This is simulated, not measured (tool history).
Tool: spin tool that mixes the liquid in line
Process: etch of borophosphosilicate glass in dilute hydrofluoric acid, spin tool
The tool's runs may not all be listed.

| run | hour | temperature setpoint of the liquid (K) | parts of water to one part of 49 % hydrofluoric acid (parts by volume) | time under the liquid (s) | thickness taken off the borophosphosilicate glass on a monitor wafer (Å) |
|---|---|---|---|---|---|
| 1 | 0.0 | 299.15 | 150 | 85 | 220.92 |
| 2 | 8.2 | 298.15 | 155 | 85 | 202.78 |
| 3 | 10.4 | 298.15 | 185 | 85 | 163.25 |
| 4 | 19.3 | 298.15 | 165 | 85 | 191.02 |
| 5 | 20.5 | 301.15 | 165 | 85 | 213.61 |
|  | 22.0 | thermometer replaced |
| 6 | 22.0 | 300.15 | 170 | 85 | 190.80 |
| 7 | 30.4 | 299.15 | 175 | 85 | 173.48 |
| 8 | 33.2 | 298.15 | 180 | 85 | 162.63 |

Forecast run 9:
| 9 | 36.3 | 297.15 | 180 | 85 | ? |

thickness taken off the borophosphosilicate glass on a monitor wafer (Å): 158.08
